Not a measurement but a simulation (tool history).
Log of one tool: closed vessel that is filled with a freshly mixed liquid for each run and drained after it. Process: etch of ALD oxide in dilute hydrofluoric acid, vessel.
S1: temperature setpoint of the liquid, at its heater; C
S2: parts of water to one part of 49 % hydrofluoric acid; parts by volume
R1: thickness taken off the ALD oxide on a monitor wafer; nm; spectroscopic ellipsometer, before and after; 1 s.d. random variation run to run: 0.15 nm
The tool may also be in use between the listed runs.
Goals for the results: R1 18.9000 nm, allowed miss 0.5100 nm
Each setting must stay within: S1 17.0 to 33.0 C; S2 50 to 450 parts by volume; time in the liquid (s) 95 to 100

Run 1, hour 0.0: S1 25.0 C, S2 250 parts by volume, time in the liquid (s) 95. Result: R1 8.9629 nm.
Run 2, hour 6.7: S1 26.5 C, S2 250 parts by volume, time in the liquid (s) 95. Result: R1 9.4243 nm.
Run 3, hour 13.7: S1 28.0 C, S2 230 parts by volume, time in the liquid (s) 95. Result: R1 11.1050 nm.
Run 4, hour 22.4: S1 29.0 C, S2 215 parts by volume, time in the liquid (s) 95. Result: R1 12.4400 nm.
Run 5, hour 26.7: S1 30.0 C, S2 205 parts by volume, time in the liquid (s) 95. Result: R1 13.8610 nm.
Run 6, hour 28.7: S1 30.5 C, S2 195 parts by volume, time in the liquid (s) 95. Result: R1 14.8800 nm.
Run 7, hour 35.9: S1 31.0 C, S2 190 parts by volume, time in the liquid (s) 95. Result: R1 15.5820 nm.
Run 8, hour 42.1: S1 33.0 C, S2 160 parts by volume, time in the liquid (s) 95. Result: R1 20.8390 nm.

4 candidate next runs follow, results not yet known. Just one meets every target within its allowed miss. Identify it.
Run A, hour 48.3: S1 30.0 C, S2 175 parts by volume, time in the liquid (s) 100. Result: R1 ?.
Run B, hour 48.3: S1 33.0 C, S2 150 parts by volume, time in the liquid (s) 95. Result: R1 ?.
Run C, hour 48.3: S1 29.5 C, S2 155 parts by volume, time in the liquid (s) 95. Result: R1 ?.
Run D, hour 48.3: S1 32.5 C, S2 145 parts by volume, time in the liquid (s) 95. Result: R1 ?.

move       R1
   A  17.4800
   B  22.2490
   C  18.8940
   D  22.7750
A: the result that was furthest off in the last run now lies on the other side of its target
B: its largest miss is bigger than the last run's
C: every result within its allowed miss
D: its largest miss is bigger than the last run's
The right move is C.
